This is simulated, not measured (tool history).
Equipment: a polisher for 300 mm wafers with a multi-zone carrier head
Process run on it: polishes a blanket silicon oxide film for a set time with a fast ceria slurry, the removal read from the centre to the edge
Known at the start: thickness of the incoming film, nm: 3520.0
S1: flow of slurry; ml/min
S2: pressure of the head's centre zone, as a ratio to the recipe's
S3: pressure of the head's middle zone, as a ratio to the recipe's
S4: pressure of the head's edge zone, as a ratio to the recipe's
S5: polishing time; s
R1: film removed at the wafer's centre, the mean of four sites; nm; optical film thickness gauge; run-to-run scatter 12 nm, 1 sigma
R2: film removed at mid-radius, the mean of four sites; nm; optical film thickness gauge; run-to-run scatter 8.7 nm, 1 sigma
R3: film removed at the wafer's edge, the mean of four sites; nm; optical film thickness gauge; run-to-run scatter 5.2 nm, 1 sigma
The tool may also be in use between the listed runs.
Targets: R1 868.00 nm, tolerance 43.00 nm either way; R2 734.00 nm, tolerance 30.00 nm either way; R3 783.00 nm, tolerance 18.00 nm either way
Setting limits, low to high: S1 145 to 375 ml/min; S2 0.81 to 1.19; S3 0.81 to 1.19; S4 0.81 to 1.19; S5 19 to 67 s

| run | hour | S1 | S2 | S3 | S4 | S5 | R1 | R2 | R3 |
|---|---|---|---|---|---|---|---|---|---|
| 1 | 0.0 | 240 | 1.00 | 1.00 | 1.00 | 43 | 672.40 | 667.09 | 668.79 |
| 2 | 1.0 | 240 | 1.06 | 1.00 | 1.00 | 43 | 708.90 | 688.24 | 672.38 |
| 3 | 2.7 | 240 | 1.06 | 0.93 | 1.00 | 43 | 717.70 | 652.34 | 670.22 |
| 4 | 3.8 | 240 | 1.14 | 0.93 | 1.00 | 43 | 769.24 | 636.26 | 667.73 |
| 5 | 12.5 | 240 | 1.07 | 0.93 | 1.00 | 43 | 720.42 | 641.60 | 670.93 |
| 6 | 20.2 | 245 | 1.08 | 0.94 | 1.02 | 43 | 729.10 | 653.38 | 672.82 |
| 7 | 25.6 | 245 | 1.08 | 0.94 | 1.02 | 43 | 728.24 | 647.60 | 678.42 |
| 8 | 26.5 | 250 | 1.09 | 0.95 | 1.03 | 43 | 734.15 | 656.04 | 679.73 |
| 9 | 33.1 | 255 | 1.10 | 0.95 | 1.04 | 44 | 753.64 | 680.18 | 708.21 |
| 10 | 36.5 | 260 | 1.11 | 0.95 | 1.04 | 44 | 790.57 | 682.41 | 696.52 |
| 11 | 41.3 | 260 | 1.11 | 0.95 | 1.05 | 44 | 776.95 | 673.34 | 716.25 |
| 12 | 44.9 | 270 | 1.12 | 0.96 | 1.06 | 44 | 781.04 | 684.73 | 714.95 |
| 13 | 53.7 | 275 | 1.13 | 0.96 | 1.07 | 44 | 797.55 | 677.73 | 726.96 |
| 14 | 62.0 | 280 | 1.14 | 0.97 | 1.08 | 44 | 817.25 | 689.04 | 730.06 |
| 15 | 64.5 | 285 | 1.14 | 0.98 | 1.09 | 44 | 816.25 | 691.03 | 734.60 |

Which one of the following 5 next-run settings gets every result inside its allowed miss? There is exactly one.
| A | 67.0 | 330 | 1.17 | 1.00 | 1.17 | 45 | ? | ? | ? |
| B | 67.0 | 285 | 0.96 | 1.00 | 1.11 | 49 | ? | ? | ? |
| C | 67.0 | 220 | 1.19 | 0.84 | 1.19 | 48 | ? | ? | ? |
| D | 67.0 | 250 | 1.04 | 0.91 | 1.12 | 46 | ? | ? | ? |
| E | 67.0 | 270 | 1.10 | 0.97 | 1.11 | 44 | ? | ? | ? |

| move | R1 | R2 | R3 |
|---|---|---|---|
| A | 874.54 | 740.44 | 783.77 |
| B | 767.64 | 795.35 | 823.05 |
| C | 899.23 | 671.84 | 814.21 |
| D | 767.54 | 690.41 | 767.57 |
| E | 785.19 | 695.02 | 735.87 |
A: every result within its allowed miss
B: takes the biggest miss from the last run beyond its target
C: takes the biggest miss from the last run beyond its target
D: the furthest-off result lands on target, but another misses its tolerance
E: roughly where the last run was
Go with A: it meets all targets.
